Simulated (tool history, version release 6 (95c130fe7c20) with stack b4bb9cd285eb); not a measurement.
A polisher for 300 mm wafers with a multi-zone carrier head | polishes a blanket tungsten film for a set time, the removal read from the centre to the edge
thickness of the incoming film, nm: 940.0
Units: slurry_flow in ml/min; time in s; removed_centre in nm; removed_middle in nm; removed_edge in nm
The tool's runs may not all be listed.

run    day  slurry_flow  centre_zone  middle_zone  edge_zone  slurry_solids  time  removed_centre  removed_middle  removed_edge
  1      0          280            1            1          1              1    51          282.95          278.75        273.71
  2  0.121          280         0.95            1          1              1    51          267.94          276.72        277.31
  3  0.342          275         0.94         0.97       0.98            0.9    48          249.85          250.16        255.64
  4  0.496          275         0.94         0.97        0.9            0.9    48          242.02          255.37        239.51
  5  0.592          275         0.94         0.94        0.9            0.9    48          242.66          246.82        241.22
  6  0.729          275         0.94         0.94        0.9            0.9    53          267.22          270.29        264.93
  7  0.942          270         0.93         0.92       0.89           0.85    49          245.02          243.71        245.75
  8  1.262          265         0.92         0.91       0.88            0.8    46          226.21          227.99        227.52
  9  1.383          235         0.93         0.81       0.95           0.55    32          149.36          132.84        152.91
 10  1.467          250         0.93         0.82       0.96           0.55    32           148.6          136.51        155.44
 11  1.817          265         0.94         0.83       0.97           0.55    32          152.43          137.95        155.91
 12  2.112          275         0.94         0.84       0.98           0.55    32          154.97          139.51        156.81
 13  2.442          285         0.94         0.85       0.99           0.55    32          152.97          143.17        157.01
 14  2.754          290         0.94         0.85          1           0.55    32          151.35          140.98        160.82

The next listed run, before its measurement:
 15  3.05          295         0.95         0.86          1           0.55    32               ?               ?             ?

{"run 15": {"removed_centre": 155.25, "removed_middle": 142.7, "removed_edge": 159.04}}
